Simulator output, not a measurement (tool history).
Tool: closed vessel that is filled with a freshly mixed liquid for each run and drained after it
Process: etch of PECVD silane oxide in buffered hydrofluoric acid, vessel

run  hour  temperature setpoint of the liquid (C)  parts of 40 % ammonium fluoride to one part of 49 % hydrofluoric acid (parts by volume)  time in the liquid (s)  thickness taken off the PECVD silane oxide on a monitor wafer (Å)
  1     0                                      20                                                                                       13                      90                                                               1475
  2     2                                    22.5                                                                                     11.5                      90                                                               1935
  3   5.6                                    24.5                                                                                       11                      90                                                             2253.7
  4  10.6                                    24.5                                                                                       11                      90                                                             2286.2
  5  16.3                                      23                                                                                       11                      90                                                             2084.2
  6    19                                    24.5                                                                                     10.5                      90                                                             2396.9
  7  25.3                                    25.5                                                                                       10                      90                                                               2621
  8    29                                    26.5                                                                                       10                      90                                                             2750.1

The next listed run, before its measurement:
  9  30.3                                      27                                                                                       10                      90                                                                  ?

{"run 9": {"thickness taken off the PECVD silane oxide on a monitor wafer (Å)": 2868.5}}
